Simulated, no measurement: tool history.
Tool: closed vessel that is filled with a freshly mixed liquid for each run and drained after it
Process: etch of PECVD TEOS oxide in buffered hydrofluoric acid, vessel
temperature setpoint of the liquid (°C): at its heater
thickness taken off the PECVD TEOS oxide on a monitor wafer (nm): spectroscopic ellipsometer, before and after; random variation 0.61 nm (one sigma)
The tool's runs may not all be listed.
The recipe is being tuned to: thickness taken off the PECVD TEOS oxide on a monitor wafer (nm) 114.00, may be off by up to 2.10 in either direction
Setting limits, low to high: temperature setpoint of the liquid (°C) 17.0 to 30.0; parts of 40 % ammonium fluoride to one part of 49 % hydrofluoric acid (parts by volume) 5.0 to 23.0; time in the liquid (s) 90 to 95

run,hour,temperature setpoint of the liquid (°C),parts of 40 % ammonium fluoride to one part of 49 % hydrofluoric acid (parts by volume),time in the liquid (s),thickness taken off the PECVD TEOS oxide on a monitor wafer (nm)
1,0.0,22.0,14.0,90,141.76
2,3.1,21.0,14.0,90,133.30
3,6.5,21.0,11.0,90,167.59
4,10.5,20.0,11.5,90,152.39
5,14.9,20.0,11.5,90,153.22
6,21.5,19.5,12.0,90,141.57
7,28.5,19.0,12.0,90,139.08
8,33.1,18.5,12.5,90,129.16
9,35.0,18.0,12.5,90,125.48
10,42.0,17.5,13.0,90,118.35

Of the 5 settings listed for the next run, only one would bring every result within its allowed miss of target. Which one?
A,49.0,17.5,13.5,90,?
B,49.0,17.5,13.5,95,?
C,49.0,18.0,15.0,95,?
D,49.0,17.0,12.5,90,?
E,49.0,18.0,14.5,90,?

move,thickness taken off the PECVD TEOS oxide on a monitor wafer (nm)
A,113.67
B,119.98
C,111.30
D,119.13
E,109.02
A: each result inside its tolerance
B: the biggest miss grows against the last run
C: takes the result that was furthest off past its target
D: the biggest miss grows against the last run
E: takes the result that was furthest off past its target
The move that meets every target is A.
